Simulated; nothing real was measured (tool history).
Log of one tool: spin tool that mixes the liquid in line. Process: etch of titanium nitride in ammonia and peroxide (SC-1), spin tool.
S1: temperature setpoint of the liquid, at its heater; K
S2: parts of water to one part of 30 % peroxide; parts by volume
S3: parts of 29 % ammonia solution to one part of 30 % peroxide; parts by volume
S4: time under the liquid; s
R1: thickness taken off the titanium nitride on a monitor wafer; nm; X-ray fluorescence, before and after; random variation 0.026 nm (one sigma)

run	hour	S1	S2	S3	S4	R1
1	0.0	329.15	9	0.50	15	2.4908
2	3.0	330.65	9	0.50	15	2.7132
3	11.9	330.65	9	0.60	15	2.8416
4	14.6	330.65	9	0.70	15	2.9139
# hour 22.2: thermometer replaced
5	22.2	330.65	9	0.75	15	2.5479
6	30.6	324.15	9	0.75	15	1.6559
7	35.2	326.15	9	0.75	15	1.9132

Forecast run 8:
8	38.9	327.65	9	0.75	15	?

Run 8 gave R1 2.0984 nm.
